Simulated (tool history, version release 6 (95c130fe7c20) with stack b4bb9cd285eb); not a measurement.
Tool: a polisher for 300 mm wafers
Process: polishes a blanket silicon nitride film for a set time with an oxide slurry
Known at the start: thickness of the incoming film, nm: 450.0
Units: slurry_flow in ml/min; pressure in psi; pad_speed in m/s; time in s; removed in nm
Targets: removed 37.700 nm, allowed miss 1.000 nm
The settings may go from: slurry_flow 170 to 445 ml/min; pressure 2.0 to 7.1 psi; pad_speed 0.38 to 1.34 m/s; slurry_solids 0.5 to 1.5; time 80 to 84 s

run  hour  slurry_flow  pressure  pad_speed  slurry_solids  time  removed
  1   0.0          285       4.5       0.86            1.0    80   54.424
  2   4.9          285       4.5       0.86            1.0    84   57.073
  3   8.5          285       4.5       0.86            1.0    80   53.882
  4  11.4          220       4.5       0.86            1.0    80   53.117
     17.2  -- head pressure recalibrated
  5  17.2          245       4.5       0.86            1.0    80   47.815
  6  18.8          245       4.5       0.86            1.0    84   51.019
  7  24.0          245       4.5       0.86            1.0    84   50.763
  8  26.4          240       3.2       0.86            1.0    84   36.565
  9  34.6          245       3.2       0.86            1.0    84   36.656
 10  35.6          245       3.2       0.86            1.0    84   36.594
 11  44.5          250       3.2       0.86            1.0    84   36.585
 12  53.1          255       3.2       0.86            1.0    84   36.253

Which of these 4 next moves meets every target?
  A  61.7          280       3.4       1.04            0.8    80        ?
  B  61.7          375       3.7       1.34            0.6    84        ?
  C  61.7          270       3.6       0.70            1.0    81        ?
  D  61.7          215       3.0       0.90            1.2    84        ?

move  removed
   A   36.473
   B   40.168
   C   36.081
   D   38.146
A: nearer than the last run, and not there yet
B: takes the result that was furthest off past its target
C: further off than the last run
D: meets every target
Answer: D
